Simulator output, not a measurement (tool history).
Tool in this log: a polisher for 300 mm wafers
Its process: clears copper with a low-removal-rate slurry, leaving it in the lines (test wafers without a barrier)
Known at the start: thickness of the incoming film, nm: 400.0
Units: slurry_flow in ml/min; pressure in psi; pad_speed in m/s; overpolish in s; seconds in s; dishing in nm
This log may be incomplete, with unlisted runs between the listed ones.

run,hour,slurry_flow,pressure,pad_speed,slurry_solids,overpolish,seconds,dishing
1,0.0,315,2.9,1.34,1.00,21,100.55,19.941
2,4.3,315,2.5,1.32,1.00,17,115.10,19.515
3,7.1,315,2.5,1.56,1.00,17,95.87,18.965
4,10.6,285,2.2,1.56,0.85,14,111.61,17.195
5,11.4,260,2.0,1.56,0.75,12,124.19,15.342
6,15.5,240,1.8,1.56,0.70,10,136.65,13.359
7,24.0,225,1.7,1.56,0.65,9,148.89,11.963

Run 8, settings as shown, results not yet in. Your forecast:
8,31.9,215,1.6,1.58,0.60,8,?,?

seconds: 157.61 s
dishing: 11.264 nm

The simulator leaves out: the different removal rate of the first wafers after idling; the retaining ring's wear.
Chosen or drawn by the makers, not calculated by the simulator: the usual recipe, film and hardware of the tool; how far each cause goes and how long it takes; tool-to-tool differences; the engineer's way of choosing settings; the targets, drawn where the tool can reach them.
